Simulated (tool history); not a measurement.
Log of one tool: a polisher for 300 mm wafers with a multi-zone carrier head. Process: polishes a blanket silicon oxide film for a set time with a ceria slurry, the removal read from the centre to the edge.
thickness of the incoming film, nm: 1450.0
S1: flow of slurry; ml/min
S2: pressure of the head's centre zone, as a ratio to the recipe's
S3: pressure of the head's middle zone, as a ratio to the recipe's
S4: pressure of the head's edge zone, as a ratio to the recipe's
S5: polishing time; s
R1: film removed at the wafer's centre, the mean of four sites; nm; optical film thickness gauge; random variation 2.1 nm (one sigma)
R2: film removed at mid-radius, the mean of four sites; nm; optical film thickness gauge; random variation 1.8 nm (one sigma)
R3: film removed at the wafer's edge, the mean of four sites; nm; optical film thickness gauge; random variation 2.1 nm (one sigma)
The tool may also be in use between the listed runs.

run	hour	S1	S2	S3	S4	S5	R1	R2	R3
1	0	185	1	1	1	84	274.54	275.58	290.83
2	3.7	185	1	1	1.06	84	273.77	277.29	302.95
3	8.1	185	1	1	1.12	84	277.49	277.67	306.58
4	14.6	180	1.02	1.03	1.06	81	268.57	274.44	286.66
5	18.3	180	1.02	1.03	1.06	89	297.47	298.16	316.68
6	19.3	180	1.1	1.03	1.06	89	317.99	301.19	316.83
7	20.7	175	1.1	1.05	1.01	85	302.42	289.22	292.64
8	23	170	1.09	1.06	0.97	83	292.07	285.36	285.06
9	24	175	1.09	1.07	0.94	80	285.49	275.11	270.04

The next listed run, before its measurement:
10	30.2	170	1.08	1.09	0.91	78	?	?	?

{"run 10": {"R1": 272.03, "R2": 273.22, "R3": 256.58}}
